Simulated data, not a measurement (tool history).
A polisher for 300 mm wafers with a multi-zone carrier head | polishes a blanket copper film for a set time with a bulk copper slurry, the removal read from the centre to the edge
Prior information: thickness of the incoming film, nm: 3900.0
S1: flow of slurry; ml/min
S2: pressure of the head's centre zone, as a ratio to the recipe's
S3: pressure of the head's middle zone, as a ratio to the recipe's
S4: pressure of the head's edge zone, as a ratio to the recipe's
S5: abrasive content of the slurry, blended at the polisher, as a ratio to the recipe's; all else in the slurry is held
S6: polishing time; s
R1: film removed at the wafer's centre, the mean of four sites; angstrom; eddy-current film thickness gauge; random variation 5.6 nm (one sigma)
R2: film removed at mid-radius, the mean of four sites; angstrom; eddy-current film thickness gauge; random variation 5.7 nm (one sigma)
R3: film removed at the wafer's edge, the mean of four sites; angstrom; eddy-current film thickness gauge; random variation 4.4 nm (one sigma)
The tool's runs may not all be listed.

Run 1, hour 0: S1 145 ml/min, S2 1, S3 1, S4 1, S5 1, S6 90 s. Result: R1 6231.4 angstrom, R2 6514.3 angstrom, R3 6331.9 angstrom.
Run 2, hour 8.1: S1 145 ml/min, S2 1, S3 1, S4 1, S5 1.15, S6 90 s. Result: R1 6499.3 angstrom, R2 6566.9 angstrom, R3 6616 angstrom.
Run 3, hour 16.5: S1 145 ml/min, S2 1, S3 1, S4 1, S5 1.25, S6 90 s. Result: R1 6688.4 angstrom, R2 6852.8 angstrom, R3 6791.1 angstrom.
Run 4, hour 22.2: S1 145 ml/min, S2 1, S3 1, S4 1, S5 1.25, S6 81 s. Result: R1 6001.1 angstrom, R2 6104.1 angstrom, R3 6008.5 angstrom.
Run 5, hour 25.9: S1 145 ml/min, S2 1, S3 1, S4 1, S5 1.25, S6 103 s. Result: R1 7828.8 angstrom, R2 7846.8 angstrom, R3 7684.2 angstrom.
Run 6, hour 27: S1 145 ml/min, S2 1.05, S3 1, S4 1, S5 1.25, S6 103 s. Result: R1 8189.9 angstrom, R2 7797.5 angstrom, R3 7866.5 angstrom.

Run 7 is up next; what results do you expect?
Run 7, hour 28.5: S1 140 ml/min, S2 1.03, S3 0.99, S4 1, S5 1.2, S6 100 s. Result: R1 ?, R2 ?, R3 ?.

Run 7 produced R1 7415.4 angstrom, R2 7320.2 angstrom, R3 7380.2 angstrom.
